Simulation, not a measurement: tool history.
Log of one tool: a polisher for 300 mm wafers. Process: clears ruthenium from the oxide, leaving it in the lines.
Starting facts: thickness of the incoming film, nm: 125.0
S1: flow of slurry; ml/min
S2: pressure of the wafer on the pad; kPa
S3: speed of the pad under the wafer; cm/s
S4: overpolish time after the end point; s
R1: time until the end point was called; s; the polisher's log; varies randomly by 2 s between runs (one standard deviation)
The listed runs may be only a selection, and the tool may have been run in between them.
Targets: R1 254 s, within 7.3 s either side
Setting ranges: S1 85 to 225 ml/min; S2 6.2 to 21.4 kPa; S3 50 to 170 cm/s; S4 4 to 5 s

run   hour   S1    S2   S3  S4      R1
  1      0  145  13.8  110   5  103.64
  2    5.4  140  12.4  104   5  122.37
  3   10.8  135    11  100   5  143.58
  4   16.2  135    11   82   5  175.13
  5   22.6  155    11   82   5  171.47
  6   24.5  155    11   96   5  146.55
  7   30.2  150  10.3   94   5  159.65
  8   37.3  145   9.7   92   5  172.73
  9   41.8  140     9   90   5  192.23
 10   45.9  135   8.3   90   5  209.26
 11   48.3  130   8.3   90   5  212.64
 12   56.1  125   8.3   90   5  212.66
 13   64.8  120   8.3   90   5  215.66
 14   73.4  115   8.3   90   5  218.33
 15   81.3   95   6.2   90   5  306.57
 16   86.2  100   6.2   90   5  296.43
 17   87.7  105   6.2   90   5  293.16
 18   91.6  110   6.2   90   5  288.61
 19   97.6  115   6.2   90   5  287.84
 20  101.2  120   6.2   90   5  282.03
 21  102.6  125   6.2   90   5  277.68
 22  106.9  130   6.2   90   5  275.51
 23  112.4  135   6.2   90   5  274.11
 24    121  140   6.2   90   5  274.83
 25  124.9  160   6.9   90   5  242.16
 26  131.4  155   6.9   90   5   244.9
 27  138.3  145   6.9   90   5  243.94

Next run, 4 choices. One meets every target within its allowed miss, the rest don't. Which?
  A  145.2  140    9  72   5   ?
  B  145.2  140  6.2  92   5   ?
  C  145.2  110  6.9  92   5   ?
  D  145.2  155  6.2  90   5   ?

move      R1
   A  238.85
   B  267.28
   C  256.07
   D  267.74
A: further off than the last run
B: takes the result that was furthest off past its target
C: each result inside its tolerance
D: takes the result that was furthest off past its target
C is the move that brings every result within its allowed miss.
